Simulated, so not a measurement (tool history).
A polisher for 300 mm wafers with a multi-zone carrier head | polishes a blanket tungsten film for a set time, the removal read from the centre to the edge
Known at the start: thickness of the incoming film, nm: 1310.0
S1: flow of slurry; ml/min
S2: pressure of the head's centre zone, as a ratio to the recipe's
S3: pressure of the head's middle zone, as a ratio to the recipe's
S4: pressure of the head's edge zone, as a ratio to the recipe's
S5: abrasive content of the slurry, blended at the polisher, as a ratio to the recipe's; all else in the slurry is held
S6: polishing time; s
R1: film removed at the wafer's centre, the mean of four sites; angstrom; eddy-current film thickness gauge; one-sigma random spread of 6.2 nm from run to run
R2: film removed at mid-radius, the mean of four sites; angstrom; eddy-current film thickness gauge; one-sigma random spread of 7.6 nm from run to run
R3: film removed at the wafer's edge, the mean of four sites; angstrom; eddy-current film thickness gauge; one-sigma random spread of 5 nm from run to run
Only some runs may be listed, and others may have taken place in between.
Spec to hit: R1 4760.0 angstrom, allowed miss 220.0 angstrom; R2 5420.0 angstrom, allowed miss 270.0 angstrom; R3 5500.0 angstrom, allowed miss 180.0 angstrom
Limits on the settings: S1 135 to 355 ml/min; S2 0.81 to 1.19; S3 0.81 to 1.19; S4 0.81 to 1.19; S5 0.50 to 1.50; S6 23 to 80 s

{"run": 1, "hour": 0.0, "S1": 225, "S2": 1.0, "S3": 1.0, "S4": 1.0, "S5": 1.0, "S6": 51, "R1": 3945.1, "R2": 3854.2, "R3": 3830.2}
{"run": 2, "hour": 1.7, "S1": 180, "S2": 1.0, "S3": 1.0, "S4": 1.0, "S5": 1.0, "S6": 51, "R1": 3872.4, "R2": 3693.9, "R3": 3728.7}
{"run": 3, "hour": 8.2, "S1": 195, "S2": 0.98, "S3": 1.01, "S4": 1.04, "S5": 1.1, "S6": 53, "R1": 3991.8, "R2": 4001.1, "R3": 4102.4}
{"run": 4, "hour": 14.8, "S1": 195, "S2": 0.98, "S3": 1.01, "S4": 1.04, "S5": 1.1, "S6": 42, "R1": 3162.4, "R2": 3139.7, "R3": 3213.1}
{"run": 5, "hour": 16.1, "S1": 210, "S2": 0.98, "S3": 1.03, "S4": 1.07, "S5": 1.2, "S6": 46, "R1": 3502.4, "R2": 3558.9, "R3": 3702.2}
{"run": 6, "hour": 21.3, "S1": 210, "S2": 0.98, "S3": 0.99, "S4": 1.07, "S5": 1.2, "S6": 46, "R1": 3588.2, "R2": 3560.7, "R3": 3707.3}
{"run": 7, "hour": 28.4, "S1": 230, "S2": 0.98, "S3": 1.01, "S4": 1.08, "S5": 1.25, "S6": 48, "R1": 3791.8, "R2": 3881.2, "R3": 3908.0}
{"run": 8, "hour": 35.3, "S1": 230, "S2": 0.97, "S3": 1.02, "S4": 1.1, "S5": 1.3, "S6": 51, "R1": 3998.6, "R2": 4136.3, "R3": 4303.3}
{"run": 9, "hour": 41.9, "S1": 240, "S2": 0.97, "S3": 1.04, "S4": 1.11, "S5": 1.35, "S6": 53, "R1": 4309.7, "R2": 4377.8, "R3": 4457.1}

Exactly one of the 5 candidate moves below puts every result within its allowed miss. Which one?
{"run": "A", "hour": 48.5, "S1": 185, "S2": 1.08, "S3": 0.96, "S4": 1.19, "S5": 1.35, "S6": 64, "R1": "?", "R2": "?", "R3": "?"}
{"run": "B", "hour": 48.5, "S1": 220, "S2": 1.0, "S3": 0.9, "S4": 1.19, "S5": 1.25, "S6": 58, "R1": "?", "R2": "?", "R3": "?"}
{"run": "C", "hour": 48.5, "S1": 270, "S2": 0.86, "S3": 1.03, "S4": 1.1, "S5": 1.45, "S6": 64, "R1": "?", "R2": "?", "R3": "?"}
{"run": "D", "hour": 48.5, "S1": 230, "S2": 1.1, "S3": 1.02, "S4": 1.09, "S5": 1.45, "S6": 60, "R1": "?", "R2": "?", "R3": "?"}
{"run": "E", "hour": 48.5, "S1": 340, "S2": 0.87, "S3": 1.19, "S4": 0.82, "S5": 1.4, "S6": 51, "R1": "?", "R2": "?", "R3": "?"}

move=A R1=5313.0 R2=4733.0 R3=5510.1
move=B R1=4557.1 R2=4094.3 R3=5004.2
move=C R1=4697.4 R2=5332.4 R3=5544.1
move=D R1=5292.0 R2=4868.0 R3=5107.2
move=E R1=3845.2 R2=4879.3 R3=3873.7
A: the furthest-off result lands on target, but another misses its tolerance
B: closer than the last run, but not yet in spec
C: all results land within tolerance of their targets
D: closer than the last run, but not yet in spec
E: the biggest miss grows against the last run
Correct choice: C, which meets every target
